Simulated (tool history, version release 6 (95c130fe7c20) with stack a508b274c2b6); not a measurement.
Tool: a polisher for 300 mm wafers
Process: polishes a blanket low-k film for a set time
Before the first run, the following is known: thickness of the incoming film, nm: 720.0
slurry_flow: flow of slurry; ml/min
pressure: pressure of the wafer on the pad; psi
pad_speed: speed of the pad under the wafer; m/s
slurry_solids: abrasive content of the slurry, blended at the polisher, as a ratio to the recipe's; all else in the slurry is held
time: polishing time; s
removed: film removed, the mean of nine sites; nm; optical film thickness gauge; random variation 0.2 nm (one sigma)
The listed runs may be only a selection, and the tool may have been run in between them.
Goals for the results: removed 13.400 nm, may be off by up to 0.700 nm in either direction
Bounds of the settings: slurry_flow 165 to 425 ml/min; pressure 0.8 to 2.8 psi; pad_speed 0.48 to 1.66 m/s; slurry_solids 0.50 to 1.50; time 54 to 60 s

run 1 hour=0.0 | slurry_flow=275 pressure=1.8 pad_speed=1.06 slurry_solids=1.00 time=60 | removed=21.997
run 2 hour=6.5 | slurry_flow=310 pressure=1.8 pad_speed=1.06 slurry_solids=1.00 time=60 | removed=21.568
run 3 hour=9.6 | slurry_flow=310 pressure=1.6 pad_speed=1.04 slurry_solids=1.00 time=60 | removed=20.042
run 4 hour=11.3 | slurry_flow=310 pressure=1.2 pad_speed=1.04 slurry_solids=1.00 time=60 | removed=15.468
run 5 hour=17.9 | slurry_flow=310 pressure=1.6 pad_speed=1.04 slurry_solids=1.00 time=60 | removed=19.064
run 6 hour=26.2 | slurry_flow=310 pressure=1.4 pad_speed=1.02 slurry_solids=1.00 time=60 | removed=17.241
run 7 hour=33.0 | slurry_flow=310 pressure=1.3 pad_speed=1.00 slurry_solids=1.00 time=60 | removed=16.394
run 8 hour=39.7 | slurry_flow=310 pressure=1.2 pad_speed=0.98 slurry_solids=1.00 time=60 | removed=14.296

Exercise: of the 4 proposed moves below, exactly one satisfies all targets within the stated allowed misses. Which move is it?
run A hour=46.4 | slurry_flow=230 pressure=1.3 pad_speed=1.16 slurry_solids=0.95 time=57 | removed=?
run B hour=46.4 | slurry_flow=400 pressure=1.2 pad_speed=0.90 slurry_solids=1.05 time=55 | removed=?
run C hour=46.4 | slurry_flow=325 pressure=1.2 pad_speed=1.16 slurry_solids=0.95 time=60 | removed=?
run D hour=46.4 | slurry_flow=280 pressure=1.2 pad_speed=1.16 slurry_solids=0.85 time=60 | removed=?

move=A removed=15.496
move=B removed=13.329
move=C removed=15.777
move=D removed=14.638
A: its largest miss is bigger than the last run's
B: every result within its allowed miss
C: its largest miss is bigger than the last run's
D: its largest miss is bigger than the last run's
The move that meets every target is B.
